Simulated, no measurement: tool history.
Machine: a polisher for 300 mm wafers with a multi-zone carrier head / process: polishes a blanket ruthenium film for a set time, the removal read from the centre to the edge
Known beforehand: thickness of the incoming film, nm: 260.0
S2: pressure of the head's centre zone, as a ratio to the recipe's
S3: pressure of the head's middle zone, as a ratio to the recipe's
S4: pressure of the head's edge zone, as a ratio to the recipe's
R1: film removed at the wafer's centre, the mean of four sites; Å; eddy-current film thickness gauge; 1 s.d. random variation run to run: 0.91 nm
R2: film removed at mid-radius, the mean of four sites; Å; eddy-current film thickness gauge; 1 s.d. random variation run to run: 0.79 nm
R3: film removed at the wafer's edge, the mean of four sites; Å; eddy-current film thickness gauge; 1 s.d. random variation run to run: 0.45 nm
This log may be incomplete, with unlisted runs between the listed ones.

run 1 hour=0 | flow_of_slurry_(ml/min)=165 S2=1 S3=1 S4=1 polishing_time_(s)=55 | R1=553.14 R2=589.95 R3=564.05
run 2 hour=1.7 | flow_of_slurry_(ml/min)=165 S2=0.92 S3=1 S4=1 polishing_time_(s)=55 | R1=512.77 R2=579.7 R3=564.38
run 3 hour=9.5 | flow_of_slurry_(ml/min)=165 S2=0.92 S3=0.96 S4=1 polishing_time_(s)=55 | R1=507.83 R2=569.56 R3=563.93
run 4 hour=17.5 | flow_of_slurry_(ml/min)=180 S2=0.96 S3=0.96 S4=1.04 polishing_time_(s)=57 | R1=558.06 R2=600.65 R3=605.99
run 5 hour=21.3 | flow_of_slurry_(ml/min)=195 S2=0.96 S3=0.96 S4=1.04 polishing_time_(s)=57 | R1=574.27 R2=599.08 R3=612.32
run 6 hour=26.6 | flow_of_slurry_(ml/min)=160 S2=0.96 S3=0.96 S4=1.04 polishing_time_(s)=57 | R1=561.37 R2=579.38 R3=600.73
run 7 hour=32.7 | flow_of_slurry_(ml/min)=175 S2=0.99 S3=0.98 S4=1.07 polishing_time_(s)=58 | R1=591.02 R2=602.77 R3=622.69
run 8 hour=39.4 | flow_of_slurry_(ml/min)=190 S2=1.01 S3=0.99 S4=1.09 polishing_time_(s)=59 | R1=605.14 R2=627.6 R3=641.23
run 9 hour=40.4 | flow_of_slurry_(ml/min)=200 S2=1.04 S3=0.99 S4=1.11 polishing_time_(s)=60 | R1=628.7 R2=660.04 R3=670.31
run 10 hour=42.3 | flow_of_slurry_(ml/min)=205 S2=1.08 S3=0.98 S4=1.12 polishing_time_(s)=61 | R1=687.81 R2=660.58 R3=677.66

For run 11, what comes out?
run 11 hour=50 | flow_of_slurry_(ml/min)=210 S2=1.09 S3=0.98 S4=1.14 polishing_time_(s)=62 | R1=? R2=? R3=?

R1: 705.75 Å
R2: 670.08 Å
R3: 703.92 Å
